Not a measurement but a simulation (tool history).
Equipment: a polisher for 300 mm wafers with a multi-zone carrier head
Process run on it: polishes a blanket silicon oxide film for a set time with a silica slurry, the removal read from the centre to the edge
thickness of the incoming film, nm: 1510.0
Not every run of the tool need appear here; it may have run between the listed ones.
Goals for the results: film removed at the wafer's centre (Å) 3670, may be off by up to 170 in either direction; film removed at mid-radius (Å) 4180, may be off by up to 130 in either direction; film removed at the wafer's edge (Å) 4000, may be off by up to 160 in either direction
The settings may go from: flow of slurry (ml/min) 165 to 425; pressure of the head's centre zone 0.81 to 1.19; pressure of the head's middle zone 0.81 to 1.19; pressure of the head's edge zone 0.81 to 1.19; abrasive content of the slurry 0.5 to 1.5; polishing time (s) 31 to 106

| run | day | flow of slurry (ml/min) | pressure of the head's centre zone | pressure of the head's middle zone | pressure of the head's edge zone | abrasive content of the slurry | polishing time (s) | film removed at the wafer's centre (Å) | film removed at mid-radius (Å) | film removed at the wafer's edge (Å) |
|---|---|---|---|---|---|---|---|---|---|---|
| 1 | 0 | 275 | 1 | 1 | 1 | 1 | 68 | 3147.8 | 3245.3 | 3250.7 |
| 2 | 0.196 | 280 | 1 | 1.03 | 1.03 | 1.05 | 68 | 3133.1 | 3368.4 | 3399.9 |
| 3 | 0.342 | 280 | 1 | 1.03 | 1.03 | 1.05 | 53 | 2498.4 | 2626.7 | 2592 |
| 4 | 0.517 | 280 | 1 | 1.03 | 1.03 | 1.05 | 45 | 2079.9 | 2211.9 | 2223.3 |
| 5 | 0.675 | 285 | 1.01 | 1.06 | 1.05 | 1.15 | 49 | 2393.5 | 2629.7 | 2524.4 |
| 6 | 0.975 | 225 | 1.01 | 1.06 | 1.05 | 1.15 | 49 | 2360.8 | 2563.4 | 2519.3 |
| 7 | 1.075 | 220 | 1.02 | 1.07 | 1.07 | 1.25 | 53 | 2696.1 | 2880.8 | 2833.8 |
| 8 | 1.354 | 220 | 1.02 | 1.08 | 1.09 | 1.3 | 56 | 2906.2 | 3158.5 | 3093.3 |
| 9 | 1.612 | 220 | 1.02 | 1.09 | 1.1 | 1.35 | 58 | 2929.7 | 3316.5 | 3302.9 |
| 10 | 1.712 | 220 | 1.02 | 1.09 | 1.1 | 1.35 | 58 | 3024.9 | 3367.2 | 3269.8 |

Which single option among these 5 for the next run brings every result within its allowed miss of target? Just one does.
| A | 1.812 | 260 | 0.95 | 1.05 | 0.99 | 1.25 | 77 | ? | ? | ? |
| B | 1.812 | 260 | 1.08 | 1.08 | 1.05 | 1.4 | 70 | ? | ? | ? |
| C | 1.812 | 245 | 0.9 | 1.12 | 1.11 | 1.45 | 68 | ? | ? | ? |
| D | 1.812 | 170 | 0.88 | 1.13 | 1.1 | 1.45 | 71 | ? | ? | ? |
| E | 1.812 | 210 | 0.95 | 0.98 | 1.19 | 1.3 | 48 | ? | ? | ? |

| move | film removed at the wafer's centre (Å) | film removed at mid-radius (Å) | film removed at the wafer's edge (Å) |
|---|---|---|---|
| A | 3758.7 | 4226.3 | 4043.4 |
| B | 4002.9 | 4137.2 | 3974.7 |
| C | 3367.4 | 4184.3 | 4005 |
| D | 3286.3 | 4212.1 | 4027.2 |
| E | 2323.9 | 2471.5 | 2762.4 |
A: meets every target
B: corrects the largest miss of the last run, while another result sits out of spec
C: corrects the largest miss of the last run, while another result sits out of spec
D: corrects the largest miss of the last run, while another result sits out of spec
E: the biggest miss grows against the last run
Correct choice: A, which meets every target
